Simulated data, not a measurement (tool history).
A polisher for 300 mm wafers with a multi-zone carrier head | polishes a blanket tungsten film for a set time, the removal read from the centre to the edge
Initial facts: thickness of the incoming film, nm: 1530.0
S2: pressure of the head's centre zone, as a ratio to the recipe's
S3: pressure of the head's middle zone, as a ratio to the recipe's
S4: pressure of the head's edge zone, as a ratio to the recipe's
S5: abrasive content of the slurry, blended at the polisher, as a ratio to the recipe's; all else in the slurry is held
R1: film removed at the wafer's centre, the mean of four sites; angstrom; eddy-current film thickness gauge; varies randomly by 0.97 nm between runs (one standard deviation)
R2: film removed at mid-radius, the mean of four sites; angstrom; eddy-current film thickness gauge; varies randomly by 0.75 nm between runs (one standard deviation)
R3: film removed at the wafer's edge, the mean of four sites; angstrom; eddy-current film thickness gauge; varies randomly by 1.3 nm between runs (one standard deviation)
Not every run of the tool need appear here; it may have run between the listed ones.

run 1 day=0.000 | flow_of_slurry_(ml/min)=235 S2=1.00 S3=1.00 S4=1.00 S5=1.00 polishing_time_(s)=60 | R1=2748.9 R2=2781.1 R3=2612.5
run 2 day=0.292 | flow_of_slurry_(ml/min)=235 S2=1.00 S3=0.97 S4=1.00 S5=1.00 polishing_time_(s)=60 | R1=2773.1 R2=2690.2 R3=2635.0
run 3 day=0.429 | flow_of_slurry_(ml/min)=235 S2=1.00 S3=0.97 S4=1.00 S5=1.00 polishing_time_(s)=66 | R1=3047.6 R2=2958.5 R3=2935.7
run 4 day=0.492 | flow_of_slurry_(ml/min)=225 S2=0.99 S3=0.94 S4=0.97 S5=0.90 polishing_time_(s)=57 | R1=2535.1 R2=2375.1 R3=2404.5
run 5 day=0.554 | flow_of_slurry_(ml/min)=225 S2=0.99 S3=0.94 S4=1.05 S5=0.90 polishing_time_(s)=57 | R1=2516.0 R2=2378.3 R3=2466.7
run 6 day=0.688 | flow_of_slurry_(ml/min)=225 S2=0.99 S3=0.94 S4=1.05 S5=1.00 polishing_time_(s)=57 | R1=2576.2 R2=2475.0 R3=2548.2
run 7 day=0.979 | flow_of_slurry_(ml/min)=225 S2=0.98 S3=0.93 S4=1.01 S5=0.90 polishing_time_(s)=50 | R1=2192.4 R2=2090.3 R3=2168.7
run 8 day=1.042 | flow_of_slurry_(ml/min)=225 S2=0.98 S3=0.93 S4=1.01 S5=0.90 polishing_time_(s)=50 | R1=2170.7 R2=2082.8 R3=2137.1
run 9 day=1.288 | flow_of_slurry_(ml/min)=225 S2=0.98 S3=0.93 S4=1.01 S5=0.90 polishing_time_(s)=50 | R1=2165.3 R2=2070.1 R3=2123.4
run 10 day=1.625 | flow_of_slurry_(ml/min)=195 S2=0.96 S3=0.83 S4=0.91 S5=0.65 polishing_time_(s)=33 | R1=1224.3 R2=1097.2 R3=1219.4
run 11 day=1.783 | flow_of_slurry_(ml/min)=215 S2=0.96 S3=0.84 S4=0.89 S5=0.65 polishing_time_(s)=33 | R1=1250.4 R2=1127.5 R3=1203.4

Estimate the outcome of run 12 from the log above:
run 12 day=1.900 | flow_of_slurry_(ml/min)=230 S2=0.96 S3=0.84 S4=0.89 S5=0.65 polishing_time_(s)=33 | R1=? R2=? R3=?

{"run 12": {"R1": 1277.4, "R2": 1144.7, "R3": 1218.7}}
